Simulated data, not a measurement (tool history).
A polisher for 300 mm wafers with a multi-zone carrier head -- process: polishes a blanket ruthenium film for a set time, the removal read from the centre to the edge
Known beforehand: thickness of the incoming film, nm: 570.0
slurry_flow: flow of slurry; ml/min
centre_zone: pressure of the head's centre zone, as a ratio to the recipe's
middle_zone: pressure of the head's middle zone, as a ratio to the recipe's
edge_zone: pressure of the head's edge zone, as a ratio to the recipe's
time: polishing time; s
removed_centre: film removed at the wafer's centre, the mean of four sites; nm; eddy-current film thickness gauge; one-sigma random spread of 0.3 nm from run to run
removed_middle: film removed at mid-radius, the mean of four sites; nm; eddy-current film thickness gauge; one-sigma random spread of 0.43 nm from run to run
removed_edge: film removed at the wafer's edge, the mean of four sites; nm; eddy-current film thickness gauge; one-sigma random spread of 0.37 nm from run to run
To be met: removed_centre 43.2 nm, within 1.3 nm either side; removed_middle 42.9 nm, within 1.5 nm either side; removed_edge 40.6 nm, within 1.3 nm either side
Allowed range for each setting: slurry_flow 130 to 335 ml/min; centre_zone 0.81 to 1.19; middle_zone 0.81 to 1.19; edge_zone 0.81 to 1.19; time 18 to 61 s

{"run": 1, "day": 0.0, "slurry_flow": 215, "centre_zone": 1, "middle_zone": 1, "edge_zone": 1, "time": 39, "removed_centre": 78.319, "removed_middle": 76.14, "removed_edge": 78.786}
{"run": 2, "day": 0.283, "slurry_flow": 215, "centre_zone": 1, "middle_zone": 1, "edge_zone": 1, "time": 31, "removed_centre": 62.485, "removed_middle": 61.267, "removed_edge": 61.455}
{"run": 3, "day": 0.429, "slurry_flow": 215, "centre_zone": 1, "middle_zone": 1, "edge_zone": 0.97, "time": 31, "removed_centre": 61.409, "removed_middle": 59.467, "removed_edge": 61.239}
{"run": 4, "day": 0.717, "slurry_flow": 215, "centre_zone": 1.05, "middle_zone": 1, "edge_zone": 0.97, "time": 31, "removed_centre": 63.72, "removed_middle": 59.69, "removed_edge": 60.428}
{"run": 5, "day": 0.979, "slurry_flow": 215, "centre_zone": 1.05, "middle_zone": 1.08, "edge_zone": 0.97, "time": 31, "removed_centre": 64.874, "removed_middle": 63.896, "removed_edge": 60.625}
{"run": 6, "day": 1.146, "slurry_flow": 215, "centre_zone": 1.05, "middle_zone": 1.08, "edge_zone": 0.91, "time": 31, "removed_centre": 64.586, "removed_middle": 64.288, "removed_edge": 59.235}
{"run": 7, "day": 1.317, "slurry_flow": 210, "centre_zone": 1.04, "middle_zone": 1.06, "edge_zone": 0.9, "time": 27, "removed_centre": 55.594, "removed_middle": 55.74, "removed_edge": 51.277}
{"run": 8, "day": 1.383, "slurry_flow": 200, "centre_zone": 1.03, "middle_zone": 1.03, "edge_zone": 0.88, "time": 25, "removed_centre": 50.504, "removed_middle": 48.214, "removed_edge": 46.166}
{"run": 9, "day": 1.608, "slurry_flow": 150, "centre_zone": 0.95, "middle_zone": 1.03, "edge_zone": 0.81, "time": 24, "removed_centre": 41.972, "removed_middle": 44.673, "removed_edge": 41.983}
{"run": 10, "day": 1.708, "slurry_flow": 150, "centre_zone": 0.95, "middle_zone": 1.03, "edge_zone": 0.81, "time": 24, "removed_centre": 42.558, "removed_middle": 45.631, "removed_edge": 41.509}

Below are 5 possible settings for the next run. Only one of them brings all results inside the allowed miss of their targets. Which is it?
{"run": "A", "day": 1.808, "slurry_flow": 140, "centre_zone": 0.97, "middle_zone": 1.13, "edge_zone": 0.81, "time": 24, "removed_centre": "?", "removed_middle": "?", "removed_edge": "?"}
{"run": "B", "day": 1.808, "slurry_flow": 140, "centre_zone": 1.05, "middle_zone": 0.93, "edge_zone": 0.89, "time": 23, "removed_centre": "?", "removed_middle": "?", "removed_edge": "?"}
{"run": "C", "day": 1.808, "slurry_flow": 135, "centre_zone": 1.05, "middle_zone": 1.06, "edge_zone": 0.89, "time": 23, "removed_centre": "?", "removed_middle": "?", "removed_edge": "?"}
{"run": "D", "day": 1.808, "slurry_flow": 145, "centre_zone": 1, "middle_zone": 0.93, "edge_zone": 0.84, "time": 25, "removed_centre": "?", "removed_middle": "?", "removed_edge": "?"}
{"run": "E", "day": 1.808, "slurry_flow": 155, "centre_zone": 0.97, "middle_zone": 0.88, "edge_zone": 0.91, "time": 24, "removed_centre": "?", "removed_middle": "?", "removed_edge": "?"}

move=A removed_centre=42.475 removed_middle=47.357 removed_edge=41.467
move=B removed_centre=44.027 removed_middle=38.458 removed_edge=41.256
move=C removed_centre=43.607 removed_middle=42.551 removed_edge=40.919
move=D removed_centre=46.002 removed_middle=42.172 removed_edge=44.151
move=E removed_centre=43.554 removed_middle=39.262 removed_edge=44.18
A: the biggest miss grows against the last run
B: pushes the last run's worst result past its target
C: all results in spec
D: the worst result of the last run now meets its target, but another is out of spec
E: pushes the last run's worst result past its target
Correct choice: C, which meets every target

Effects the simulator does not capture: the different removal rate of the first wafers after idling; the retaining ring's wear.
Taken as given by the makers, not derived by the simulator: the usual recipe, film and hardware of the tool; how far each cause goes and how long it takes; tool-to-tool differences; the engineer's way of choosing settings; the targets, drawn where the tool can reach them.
